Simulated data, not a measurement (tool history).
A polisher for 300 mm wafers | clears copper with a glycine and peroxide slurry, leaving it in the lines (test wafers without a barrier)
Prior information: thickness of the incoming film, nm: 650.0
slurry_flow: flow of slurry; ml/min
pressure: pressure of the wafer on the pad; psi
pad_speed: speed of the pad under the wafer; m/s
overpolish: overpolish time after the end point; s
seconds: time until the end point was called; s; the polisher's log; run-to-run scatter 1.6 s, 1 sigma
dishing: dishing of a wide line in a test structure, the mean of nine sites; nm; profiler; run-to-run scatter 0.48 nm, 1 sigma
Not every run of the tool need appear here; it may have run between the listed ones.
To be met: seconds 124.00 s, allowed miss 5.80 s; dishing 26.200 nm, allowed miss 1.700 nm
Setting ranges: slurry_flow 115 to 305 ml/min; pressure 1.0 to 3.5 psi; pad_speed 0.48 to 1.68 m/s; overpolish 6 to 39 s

{"run": 1, "day": 0.0, "slurry_flow": 195, "pressure": 2.2, "pad_speed": 1.08, "overpolish": 20, "seconds": 131.51, "dishing": 55.089}
{"run": 2, "day": 0.342, "slurry_flow": 195, "pressure": 1.8, "pad_speed": 1.08, "overpolish": 20, "seconds": 155.13, "dishing": 47.529}
{"run": 3, "day": 0.571, "slurry_flow": 190, "pressure": 1.7, "pad_speed": 1.2, "overpolish": 17, "seconds": 144.52, "dishing": 42.778}
{"run": 4, "day": 0.638, "slurry_flow": 175, "pressure": 1.6, "pad_speed": 1.3, "overpolish": 14, "seconds": 143.76, "dishing": 37.578}
{"run": 5, "day": 0.733, "slurry_flow": 175, "pressure": 1.5, "pad_speed": 1.4, "overpolish": 12, "seconds": 140.26, "dishing": 34.245}
{"run": 6, "day": 0.871, "slurry_flow": 175, "pressure": 1.5, "pad_speed": 1.4, "overpolish": 6, "seconds": 139.16, "dishing": 17.177}
{"run": 7, "day": 0.962, "slurry_flow": 170, "pressure": 1.5, "pad_speed": 1.42, "overpolish": 7, "seconds": 139.69, "dishing": 20.144}
{"run": 8, "day": 1.025, "slurry_flow": 170, "pressure": 1.5, "pad_speed": 1.44, "overpolish": 7, "seconds": 138.48, "dishing": 20.608}
{"run": 9, "day": 1.083, "slurry_flow": 165, "pressure": 1.6, "pad_speed": 1.46, "overpolish": 7, "seconds": 130.98, "dishing": 21.259}
{"run": 10, "day": 1.271, "slurry_flow": 170, "pressure": 1.8, "pad_speed": 1.46, "overpolish": 12, "seconds": 121.88, "dishing": 38.25}
{"run": 11, "day": 1.608, "slurry_flow": 185, "pressure": 1.8, "pad_speed": 1.44, "overpolish": 11, "seconds": 118.13, "dishing": 35.736}
{"run": 12, "day": 1.829, "slurry_flow": 180, "pressure": 1.8, "pad_speed": 1.42, "overpolish": 10, "seconds": 124.16, "dishing": 32.375}
{"run": 13, "day": 1.938, "slurry_flow": 180, "pressure": 1.8, "pad_speed": 1.42, "overpolish": 9, "seconds": 124.44, "dishing": 30.038}

Exercise: of the 4 proposed moves below, exactly one satisfies all targets within the stated allowed misses. Which move is it?
{"run": "A", "day": 2.046, "slurry_flow": 225, "pressure": 1.6, "pad_speed": 1.4, "overpolish": 11, "seconds": "?", "dishing": "?"}
{"run": "B", "day": 2.046, "slurry_flow": 235, "pressure": 2.2, "pad_speed": 1.2, "overpolish": 11, "seconds": "?", "dishing": "?"}
{"run": "C", "day": 2.046, "slurry_flow": 220, "pressure": 1.6, "pad_speed": 1.48, "overpolish": 12, "seconds": "?", "dishing": "?"}
{"run": "D", "day": 2.046, "slurry_flow": 185, "pressure": 1.8, "pad_speed": 1.42, "overpolish": 8, "seconds": "?", "dishing": "?"}

move=A seconds=128.12 dishing=33.115
move=B seconds=117.07 dishing=36.210
move=C seconds=122.84 dishing=36.846
move=D seconds=120.29 dishing=26.606
A: its largest miss is bigger than the last run's
B: its largest miss is bigger than the last run's
C: its largest miss is bigger than the last run's
D: all results land within tolerance of their targets
The right move is D.
